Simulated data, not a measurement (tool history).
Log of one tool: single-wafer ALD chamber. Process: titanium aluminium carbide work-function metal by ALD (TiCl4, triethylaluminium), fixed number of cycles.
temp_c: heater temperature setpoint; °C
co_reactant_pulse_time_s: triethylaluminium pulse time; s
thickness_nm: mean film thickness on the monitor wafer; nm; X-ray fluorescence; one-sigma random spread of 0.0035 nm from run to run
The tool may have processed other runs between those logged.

| run | hour | temp_c | co_reactant_pulse_time_s | thickness_nm |
|---|---|---|---|---|
| 1 | 0.0 | 280 | 9.83 | 1.8616 |
| 2 | 5.5 | 280 | 12.42 | 1.9137 |
| 3 | 6.1 | 275 | 12.42 | 1.8711 |
| 4 | 6.8 | 272 | 11.02 | 1.8254 |
| 5 | 14.4 | 264 | 11.02 | 1.7558 |
| 6 | 17.9 | 263 | 9.77 | 1.7222 |

Expected results for the next run?
| 7 | 22.3 | 262 | 8.80 | ? |

Run 7 produced thickness_nm 1.6771 nm.
